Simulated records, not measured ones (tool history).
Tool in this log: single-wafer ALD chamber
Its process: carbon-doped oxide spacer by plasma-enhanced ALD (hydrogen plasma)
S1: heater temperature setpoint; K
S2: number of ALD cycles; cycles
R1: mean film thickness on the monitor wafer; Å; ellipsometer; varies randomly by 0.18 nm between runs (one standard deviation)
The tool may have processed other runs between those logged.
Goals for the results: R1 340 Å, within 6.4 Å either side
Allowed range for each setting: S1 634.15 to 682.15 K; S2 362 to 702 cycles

run  hour      S1   S2      R1
  1     0  658.15  532  268.14
  2     3  658.15  462  232.49
  3   7.5  658.15  504  253.85
  4  11.2  658.15  537   268.3
  5  13.6  669.15  537  270.75
  6  16.6  669.15  563  283.77
  7  22.5  669.15  584  293.88
  8  27.2  669.15  602  302.35
  9  30.7  669.15  617  310.73
 10  39.1  669.15  629  318.72
 11  43.8  669.15  629  317.18
 12  51.7  669.15  638  321.69
 13  53.4  669.15  645  328.19

Exactly one of the 4 candidate moves below puts every result within its allowed miss. Which one?
  A  55.1  670.15  633   ?
  B  55.1  675.15  644   ?
  C  55.1  673.15  686   ?
  D  55.1  676.15  634   ?

move      R1
   A   318.5
   B  319.77
   C  342.99
   D  313.72
A: misses by more than the last run did
B: misses by more than the last run did
C: every result lands within tolerance
D: misses by more than the last run did
So the answer is move C, the one that meets all the targets.
